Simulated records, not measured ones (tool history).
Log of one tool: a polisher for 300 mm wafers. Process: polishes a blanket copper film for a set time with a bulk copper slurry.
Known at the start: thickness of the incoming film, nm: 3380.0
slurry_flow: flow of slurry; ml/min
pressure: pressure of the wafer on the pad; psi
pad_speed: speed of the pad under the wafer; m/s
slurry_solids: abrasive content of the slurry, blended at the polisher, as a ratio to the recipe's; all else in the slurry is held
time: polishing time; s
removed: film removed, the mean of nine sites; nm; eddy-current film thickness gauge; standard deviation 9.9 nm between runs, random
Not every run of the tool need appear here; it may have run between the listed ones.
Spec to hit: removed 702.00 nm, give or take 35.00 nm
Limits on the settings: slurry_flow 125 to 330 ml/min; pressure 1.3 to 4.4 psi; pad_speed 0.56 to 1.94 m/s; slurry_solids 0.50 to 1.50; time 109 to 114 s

{"run": 1, "hour": 0.0, "slurry_flow": 210, "pressure": 2.8, "pad_speed": 1.24, "slurry_solids": 1.0, "time": 109, "removed": 1255.5}
{"run": 2, "hour": 1.6, "slurry_flow": 210, "pressure": 3.3, "pad_speed": 1.24, "slurry_solids": 1.0, "time": 109, "removed": 1485.3}
{"run": 3, "hour": 9.3, "slurry_flow": 210, "pressure": 2.7, "pad_speed": 1.2, "slurry_solids": 1.0, "time": 109, "removed": 1154.6}
{"run": 4, "hour": 15.7, "slurry_flow": 175, "pressure": 2.7, "pad_speed": 1.2, "slurry_solids": 1.0, "time": 109, "removed": 1116.3}
{"run": 5, "hour": 19.4, "slurry_flow": 175, "pressure": 2.7, "pad_speed": 1.2, "slurry_solids": 1.0, "time": 109, "removed": 1130.8}
{"run": 6, "hour": 20.3, "slurry_flow": 175, "pressure": 2.7, "pad_speed": 1.2, "slurry_solids": 1.15, "time": 109, "removed": 1134.0}
{"run": 7, "hour": 22.9, "slurry_flow": 175, "pressure": 2.3, "pad_speed": 1.18, "slurry_solids": 1.15, "time": 109, "removed": 997.48}
{"run": 8, "hour": 29.6, "slurry_flow": 175, "pressure": 1.5, "pad_speed": 1.08, "slurry_solids": 1.15, "time": 109, "removed": 596.51}
{"run": 9, "hour": 38.6, "slurry_flow": 175, "pressure": 1.6, "pad_speed": 1.08, "slurry_solids": 1.15, "time": 109, "removed": 625.85}

Which of these 4 next moves meets every target?
{"run": "A", "hour": 47.6, "slurry_flow": 215, "pressure": 1.4, "pad_speed": 1.06, "slurry_solids": 1.05, "time": 109, "removed": "?"}
{"run": "B", "hour": 47.6, "slurry_flow": 165, "pressure": 1.3, "pad_speed": 1.08, "slurry_solids": 1.05, "time": 110, "removed": "?"}
{"run": "C", "hour": 47.6, "slurry_flow": 130, "pressure": 1.9, "pad_speed": 1.16, "slurry_solids": 0.9, "time": 109, "removed": "?"}
{"run": "D", "hour": 47.6, "slurry_flow": 185, "pressure": 1.4, "pad_speed": 0.94, "slurry_solids": 1.15, "time": 113, "removed": "?"}

move=A removed=560.57
move=B removed=515.31
move=C removed=716.96
move=D removed=517.99
A: lands further from the targets than the last run did
B: lands further from the targets than the last run did
C: in spec on every target
D: lands further from the targets than the last run did
Move C is the one to make.
